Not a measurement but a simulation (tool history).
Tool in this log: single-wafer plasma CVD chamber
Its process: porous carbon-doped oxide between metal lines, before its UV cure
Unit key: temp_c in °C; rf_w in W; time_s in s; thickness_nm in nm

run,hour,temp_c,rf_w,time_s,thickness_nm
1,0,320,450,45.5,187.23
2,2.7,320,395,45.5,163.58
3,11,318,415,45.6,174.31
4,12.5,316,430,45.7,183.38
5,17.8,314,440,45.8,189.36
6,25.6,309,440,45.8,193.31
7,32,309,440,45.8,192.07
8,40.6,308,450,45.9,198.47

What does the tool deliver on the next run?
9,43.9,307,460,46,?

Run 9 produced thickness_nm 201.71 nm.

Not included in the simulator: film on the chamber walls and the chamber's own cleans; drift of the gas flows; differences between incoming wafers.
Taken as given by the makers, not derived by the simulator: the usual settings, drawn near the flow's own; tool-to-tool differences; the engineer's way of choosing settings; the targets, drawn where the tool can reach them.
